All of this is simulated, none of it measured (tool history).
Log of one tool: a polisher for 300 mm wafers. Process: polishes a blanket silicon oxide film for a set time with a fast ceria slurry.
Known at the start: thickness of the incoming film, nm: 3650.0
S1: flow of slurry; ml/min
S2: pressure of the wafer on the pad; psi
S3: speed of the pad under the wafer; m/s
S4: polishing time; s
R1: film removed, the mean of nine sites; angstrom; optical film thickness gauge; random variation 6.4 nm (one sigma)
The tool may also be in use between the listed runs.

run	day	S1	S2	S3	S4	R1
1	0.000	195	2.5	1.08	34	4686.8
2	0.238	195	2.6	1.08	34	4798.1
3	0.592	195	2.7	1.08	34	4942.0
4	0.946	195	2.8	1.08	34	5167.8
5	1.079	195	2.9	1.08	34	5295.1
6	1.112	165	2.9	1.08	34	5143.6

Forecast run 7:
7	1.433	205	3.4	1.08	34	?

{"run 7": {"R1": 5885.0}}
